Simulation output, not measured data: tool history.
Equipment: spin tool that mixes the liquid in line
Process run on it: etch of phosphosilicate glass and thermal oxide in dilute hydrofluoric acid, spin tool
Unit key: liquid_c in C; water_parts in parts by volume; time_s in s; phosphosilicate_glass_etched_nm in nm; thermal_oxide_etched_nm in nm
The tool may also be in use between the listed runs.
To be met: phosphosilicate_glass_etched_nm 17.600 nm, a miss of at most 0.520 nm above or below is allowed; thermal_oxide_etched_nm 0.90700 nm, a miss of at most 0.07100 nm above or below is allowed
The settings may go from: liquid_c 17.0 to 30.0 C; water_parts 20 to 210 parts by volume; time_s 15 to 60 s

run,day,liquid_c,water_parts,time_s,phosphosilicate_glass_etched_nm,thermal_oxide_etched_nm
1,0.000,22.0,115,30,21.437,1.08210
2,0.192,21.0,115,30,20.579,1.08050
3,0.267,21.0,155,30,14.557,0.74752
4,0.312,21.5,155,30,14.744,0.80146
5,0.504,22.0,150,30,15.496,0.82348
6,0.700,22.0,110,30,22.447,1.17540
7,0.962,21.0,110,30,21.275,1.09800
8,1.304,20.5,110,30,20.851,1.06120
9,1.354,20.0,110,30,20.510,1.06430
10,1.679,17.0,120,30,16.424,0.83696
11,1.858,17.5,120,30,16.744,0.86639

Which of these 4 next moves meets every target?
A,2.038,21.0,160,35,?,?
B,2.038,20.5,165,35,?,?
C,2.038,17.0,130,35,?,?
D,2.038,25.0,190,35,?,?

move,phosphosilicate_glass_etched_nm,thermal_oxide_etched_nm
A,16.131,0.80775
B,15.259,0.76408
C,17.424,0.87249
D,15.308,0.76651
A: lands further from the targets than the last run did
B: lands further from the targets than the last run did
C: all results in spec
D: lands further from the targets than the last run did
Move C is the one to make.
